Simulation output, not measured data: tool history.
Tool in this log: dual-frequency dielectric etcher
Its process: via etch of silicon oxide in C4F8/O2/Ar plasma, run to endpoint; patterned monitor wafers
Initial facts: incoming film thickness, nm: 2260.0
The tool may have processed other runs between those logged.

{"run": 1, "hour": 0.0, "source power (kW)": 1.95, "bias power (kW)": 1.596, "endpoint time (s)": 488.76}
{"run": 2, "hour": 8.9, "source power (kW)": 2.29, "bias power (kW)": 1.596, "endpoint time (s)": 447.35}
{"run": 3, "hour": 12.8, "source power (kW)": 1.98, "bias power (kW)": 1.596, "endpoint time (s)": 483.45}
{"run": 4, "hour": 18.1, "source power (kW)": 1.89, "bias power (kW)": 1.581, "endpoint time (s)": 498.64}
{"run": 5, "hour": 23.3, "source power (kW)": 1.68, "bias power (kW)": 1.581, "endpoint time (s)": 530.46}
{"run": 6, "hour": 24.4, "source power (kW)": 1.9, "bias power (kW)": 1.581, "endpoint time (s)": 498.1}
{"run": 7, "hour": 25.6, "source power (kW)": 1.9, "bias power (kW)": 1.581, "endpoint time (s)": 497.93}
{"run": 8, "hour": 31.3, "source power (kW)": 1.84, "bias power (kW)": 1.571, "endpoint time (s)": 502.4}
{"run": 9, "hour": 40.3, "source power (kW)": 1.78, "bias power (kW)": 1.559, "endpoint time (s)": 515.08}
{"run": 10, "hour": 41.4, "source power (kW)": 1.74, "bias power (kW)": 1.552, "endpoint time (s)": 522.53}
{"run": 11, "hour": 44.9, "source power (kW)": 1.71, "bias power (kW)": 1.547, "endpoint time (s)": 528.81}
{"run": 12, "hour": 52.9, "source power (kW)": 1.68, "bias power (kW)": 1.543, "endpoint time (s)": 534.04}
{"run": 13, "hour": 58.9, "source power (kW)": 1.66, "bias power (kW)": 1.54, "endpoint time (s)": 540.85}
{"run": 14, "hour": 62.2, "source power (kW)": 1.65, "bias power (kW)": 1.538, "endpoint time (s)": 538.44}
{"run": 15, "hour": 69.3, "source power (kW)": 1.49, "bias power (kW)": 1.502, "endpoint time (s)": 574.46}
{"run": 16, "hour": 75.8, "source power (kW)": 1.51, "bias power (kW)": 1.504, "endpoint time (s)": 574.73}
{"run": 17, "hour": 83.2, "source power (kW)": 1.68, "bias power (kW)": 1.542, "endpoint time (s)": 534.86}
{"run": 18, "hour": 87.8, "source power (kW)": 1.66, "bias power (kW)": 1.54, "endpoint time (s)": 537.06}

For run 19, what comes out?
{"run": 19, "hour": 93.0, "source power (kW)": 1.66, "bias power (kW)": 1.54, "endpoint time (s)": "?"}

endpoint time (s): 539.97
